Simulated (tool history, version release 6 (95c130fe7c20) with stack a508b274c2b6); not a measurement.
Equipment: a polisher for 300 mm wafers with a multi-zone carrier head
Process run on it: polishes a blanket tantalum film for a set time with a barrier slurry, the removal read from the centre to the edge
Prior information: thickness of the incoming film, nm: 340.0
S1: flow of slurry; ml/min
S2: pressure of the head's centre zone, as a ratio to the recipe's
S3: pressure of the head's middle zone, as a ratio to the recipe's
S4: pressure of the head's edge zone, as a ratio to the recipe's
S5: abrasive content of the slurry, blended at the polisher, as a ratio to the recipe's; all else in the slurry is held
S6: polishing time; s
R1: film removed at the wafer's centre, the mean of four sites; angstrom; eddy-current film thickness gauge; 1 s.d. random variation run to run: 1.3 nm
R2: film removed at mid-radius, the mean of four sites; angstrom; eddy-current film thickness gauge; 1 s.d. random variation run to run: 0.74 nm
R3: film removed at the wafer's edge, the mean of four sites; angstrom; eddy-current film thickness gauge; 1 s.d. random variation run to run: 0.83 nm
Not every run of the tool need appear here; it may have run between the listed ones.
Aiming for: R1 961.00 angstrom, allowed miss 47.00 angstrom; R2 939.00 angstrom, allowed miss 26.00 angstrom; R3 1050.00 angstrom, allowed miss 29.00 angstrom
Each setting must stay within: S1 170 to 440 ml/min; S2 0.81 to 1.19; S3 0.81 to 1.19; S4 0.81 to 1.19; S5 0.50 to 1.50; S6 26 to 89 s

{"run": 1, "day": 0.0, "S1": 280, "S2": 1.0, "S3": 1.0, "S4": 1.0, "S5": 1.0, "S6": 57, "R1": 726.94, "R2": 714.79, "R3": 737.82}
{"run": 2, "day": 0.042, "S1": 280, "S2": 1.0, "S3": 1.0, "S4": 0.91, "S5": 1.0, "S6": 57, "R1": 728.18, "R2": 708.04, "R3": 703.4}
{"run": 3, "day": 0.175, "S1": 280, "S2": 1.0, "S3": 1.0, "S4": 0.91, "S5": 1.15, "S6": 57, "R1": 750.96, "R2": 740.11, "R3": 732.7}
{"run": 4, "day": 0.412, "S1": 280, "S2": 1.0, "S3": 1.0, "S4": 0.91, "S5": 1.15, "S6": 67, "R1": 886.45, "R2": 879.71, "R3": 849.92}
{"run": 5, "day": 0.575, "S1": 280, "S2": 1.0, "S3": 1.0, "S4": 0.91, "S5": 1.25, "S6": 67, "R1": 880.48, "R2": 888.07, "R3": 870.53}
{"run": 6, "day": 0.775, "S1": 285, "S2": 1.01, "S3": 1.0, "S4": 0.95, "S5": 1.3, "S6": 67, "R1": 931.54, "R2": 904.84, "R3": 891.56}
{"run": 7, "day": 1.092, "S1": 285, "S2": 1.0, "S3": 0.99, "S4": 0.98, "S5": 1.35, "S6": 67, "R1": 928.27, "R2": 879.88, "R3": 915.4}
{"run": 8, "day": 1.2, "S1": 285, "S2": 1.0, "S3": 0.99, "S4": 0.98, "S5": 1.35, "S6": 67, "R1": 926.01, "R2": 892.22, "R3": 923.96}
{"run": 9, "day": 1.283, "S1": 290, "S2": 0.99, "S3": 0.99, "S4": 1.0, "S5": 1.4, "S6": 67, "R1": 908.6, "R2": 915.87, "R3": 927.08}
{"run": 10, "day": 1.421, "S1": 290, "S2": 0.99, "S3": 0.99, "S4": 1.0, "S5": 1.4, "S6": 67, "R1": 891.12, "R2": 903.92, "R3": 933.26}
{"run": 11, "day": 1.792, "S1": 295, "S2": 0.99, "S3": 0.99, "S4": 1.02, "S5": 1.4, "S6": 67, "R1": 912.38, "R2": 911.88, "R3": 953.85}
{"run": 12, "day": 1.896, "S1": 305, "S2": 0.99, "S3": 0.99, "S4": 1.04, "S5": 1.4, "S6": 67, "R1": 917.03, "R2": 907.92, "R3": 952.25}
{"run": 13, "day": 2.246, "S1": 305, "S2": 0.99, "S3": 0.99, "S4": 1.06, "S5": 1.4, "S6": 67, "R1": 922.47, "R2": 909.6, "R3": 972.76}
{"run": 14, "day": 2.338, "S1": 310, "S2": 0.99, "S3": 0.99, "S4": 1.08, "S5": 1.4, "S6": 67, "R1": 903.42, "R2": 902.97, "R3": 965.84}
{"run": 15, "day": 2.467, "S1": 310, "S2": 0.99, "S3": 0.99, "S4": 1.09, "S5": 1.4, "S6": 67, "R1": 932.02, "R2": 920.74, "R3": 981.0}
{"run": 16, "day": 2.838, "S1": 310, "S2": 0.99, "S3": 0.99, "S4": 1.11, "S5": 1.4, "S6": 67, "R1": 923.51, "R2": 919.65, "R3": 989.02}
{"run": 17, "day": 2.904, "S1": 310, "S2": 0.99, "S3": 0.99, "S4": 1.12, "S5": 1.4, "S6": 67, "R1": 947.67, "R2": 904.81, "R3": 988.63}
{"run": 18, "day": 2.996, "S1": 315, "S2": 0.99, "S3": 0.99, "S4": 1.13, "S5": 1.4, "S6": 67, "R1": 930.99, "R2": 912.41, "R3": 1002.7}
{"run": 19, "day": 3.075, "S1": 320, "S2": 0.99, "S3": 0.99, "S4": 1.14, "S5": 1.4, "S6": 67, "R1": 929.07, "R2": 901.91, "R3": 1007.3}

Consider the 5 candidate settings below. Which is the only one whose results all fall within their allowed miss of target?
{"run": "A", "day": 3.154, "S1": 440, "S2": 1.05, "S3": 1.03, "S4": 1.13, "S5": 1.35, "S6": 62, "R1": "?", "R2": "?", "R3": "?"}
{"run": "B", "day": 3.154, "S1": 260, "S2": 1.0, "S3": 1.0, "S4": 1.18, "S5": 1.45, "S6": 70, "R1": "?", "R2": "?", "R3": "?"}
{"run": "C", "day": 3.154, "S1": 370, "S2": 1.0, "S3": 0.81, "S4": 1.18, "S5": 1.4, "S6": 69, "R1": "?", "R2": "?", "R3": "?"}
{"run": "D", "day": 3.154, "S1": 300, "S2": 0.91, "S3": 0.99, "S4": 1.12, "S5": 1.5, "S6": 68, "R1": "?", "R2": "?", "R3": "?"}
{"run": "E", "day": 3.154, "S1": 350, "S2": 0.93, "S3": 1.01, "S4": 1.19, "S5": 1.35, "S6": 68, "R1": "?", "R2": "?", "R3": "?"}

move=A R1=929.49 R2=878.93 R3=938.93
move=B R1=960.29 R2=935.52 R3=1060.20
move=C R1=976.66 R2=796.80 R3=1069.10
move=D R1=869.57 R2=922.67 R3=1022.00
move=E R1=884.51 R2=931.99 R3=1043.70
A: further off than the last run
B: each result inside its tolerance
C: the furthest-off result lands on target, but another misses its tolerance
D: the furthest-off result lands on target, but another misses its tolerance
E: the furthest-off result lands on target, but another misses its tolerance
The move that meets every target is B.
